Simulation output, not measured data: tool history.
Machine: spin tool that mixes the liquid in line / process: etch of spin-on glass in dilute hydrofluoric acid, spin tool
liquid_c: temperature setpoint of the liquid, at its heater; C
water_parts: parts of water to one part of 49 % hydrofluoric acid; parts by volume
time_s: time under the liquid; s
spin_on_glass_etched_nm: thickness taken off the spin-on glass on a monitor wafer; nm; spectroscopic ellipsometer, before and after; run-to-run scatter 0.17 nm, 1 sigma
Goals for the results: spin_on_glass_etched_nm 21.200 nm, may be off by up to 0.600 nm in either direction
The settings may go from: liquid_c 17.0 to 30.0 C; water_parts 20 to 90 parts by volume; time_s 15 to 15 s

| run | hour | liquid_c | water_parts | time_s | spin_on_glass_etched_nm |
|---|---|---|---|---|---|
| 1 | 0.0 | 22.0 | 50 | 15 | 11.571 |
| 2 | 6.1 | 24.5 | 45 | 15 | 14.391 |
| 3 | 7.8 | 24.5 | 45 | 15 | 14.233 |
| 4 | 13.8 | 24.5 | 45 | 15 | 14.434 |
| 5 | 14.8 | 26.5 | 45 | 15 | 15.623 |
| 6 | 17.4 | 26.5 | 25 | 15 | 28.688 |
| 7 | 22.7 | 24.0 | 25 | 15 | 26.046 |
| 8 | 30.5 | 22.5 | 25 | 15 | 24.235 |
| 9 | 32.6 | 21.5 | 25 | 15 | 23.153 |
| 10 | 36.5 | 21.0 | 25 | 15 | 22.901 |
| 11 | 38.7 | 20.5 | 25 | 15 | 22.568 |
| 12 | 44.5 | 20.0 | 25 | 15 | 22.035 |
| 13 | 50.9 | 20.0 | 25 | 15 | 21.943 |

Exercise: of the 5 proposed moves below, exactly one satisfies all targets within the stated allowed misses. Which move is it?
| A | 57.3 | 22.5 | 30 | 15 | ? |
| B | 57.3 | 25.0 | 35 | 15 | ? |
| C | 57.3 | 17.0 | 25 | 15 | ? |
| D | 57.3 | 23.5 | 30 | 15 | ? |
| E | 57.3 | 21.0 | 25 | 15 | ? |

| move | spin_on_glass_etched_nm |
|---|---|
| A | 20.183 |
| B | 19.079 |
| C | 19.205 |
| D | 21.052 |
| E | 22.863 |
A: takes the biggest miss from the last run beyond its target
B: takes the biggest miss from the last run beyond its target
C: takes the biggest miss from the last run beyond its target
D: each result inside its tolerance
E: lands further from the targets than the last run did
The right move is D.
